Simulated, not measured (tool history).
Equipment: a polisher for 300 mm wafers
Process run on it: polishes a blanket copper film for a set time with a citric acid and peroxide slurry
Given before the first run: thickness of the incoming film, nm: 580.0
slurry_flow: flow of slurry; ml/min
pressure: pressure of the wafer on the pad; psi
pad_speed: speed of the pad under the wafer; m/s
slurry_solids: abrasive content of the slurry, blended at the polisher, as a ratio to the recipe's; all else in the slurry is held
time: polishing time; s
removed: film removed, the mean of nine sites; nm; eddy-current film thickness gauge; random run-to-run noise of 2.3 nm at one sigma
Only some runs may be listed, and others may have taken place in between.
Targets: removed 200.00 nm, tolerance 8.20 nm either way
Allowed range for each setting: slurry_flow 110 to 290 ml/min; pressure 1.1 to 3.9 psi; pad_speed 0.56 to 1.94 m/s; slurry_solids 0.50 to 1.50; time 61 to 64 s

run 1 hour=0.0 | slurry_flow=185 pressure=2.5 pad_speed=1.24 slurry_solids=1.00 time=61 | removed=134.31
run 2 hour=6.8 | slurry_flow=185 pressure=2.6 pad_speed=1.24 slurry_solids=1.00 time=61 | removed=138.00
run 3 hour=14.8 | slurry_flow=185 pressure=2.6 pad_speed=1.24 slurry_solids=1.15 time=61 | removed=142.16
run 4 hour=18.9 | slurry_flow=185 pressure=2.6 pad_speed=1.24 slurry_solids=0.95 time=61 | removed=138.07
run 5 hour=26.3 | slurry_flow=185 pressure=2.7 pad_speed=1.24 slurry_solids=0.95 time=61 | removed=139.99
run 6 hour=34.6 | slurry_flow=185 pressure=2.9 pad_speed=1.24 slurry_solids=0.95 time=61 | removed=148.09
run 7 hour=39.3 | slurry_flow=185 pressure=3.0 pad_speed=1.24 slurry_solids=0.95 time=61 | removed=150.81
run 8 hour=45.1 | slurry_flow=185 pressure=3.1 pad_speed=1.26 slurry_solids=0.95 time=61 | removed=156.46
run 9 hour=49.7 | slurry_flow=185 pressure=3.2 pad_speed=1.26 slurry_solids=0.95 time=61 | removed=162.57
run 10 hour=54.3 | slurry_flow=185 pressure=3.3 pad_speed=1.26 slurry_solids=0.95 time=61 | removed=159.73
run 11 hour=62.3 | slurry_flow=185 pressure=3.4 pad_speed=1.28 slurry_solids=0.95 time=61 | removed=168.43
run 12 hour=68.1 | slurry_flow=185 pressure=3.5 pad_speed=1.30 slurry_solids=0.95 time=61 | removed=174.76

Which of these 4 next moves meets every target?
run A hour=73.9 | slurry_flow=185 pressure=3.8 pad_speed=1.48 slurry_solids=1.05 time=64 | removed=?
run B hour=73.9 | slurry_flow=160 pressure=3.7 pad_speed=1.28 slurry_solids=1.00 time=61 | removed=?
run C hour=73.9 | slurry_flow=170 pressure=3.8 pad_speed=1.48 slurry_solids=0.95 time=64 | removed=?
run D hour=73.9 | slurry_flow=170 pressure=3.7 pad_speed=1.36 slurry_solids=1.00 time=64 | removed=?

move=A removed=219.36
move=B removed=176.93
move=C removed=212.92
move=D removed=196.77
A: the result that was furthest off in the last run now lies on the other side of its target
B: an improvement on the last run, though not all results are within tolerance
C: the result that was furthest off in the last run now lies on the other side of its target
D: in spec on every target
Answer: D
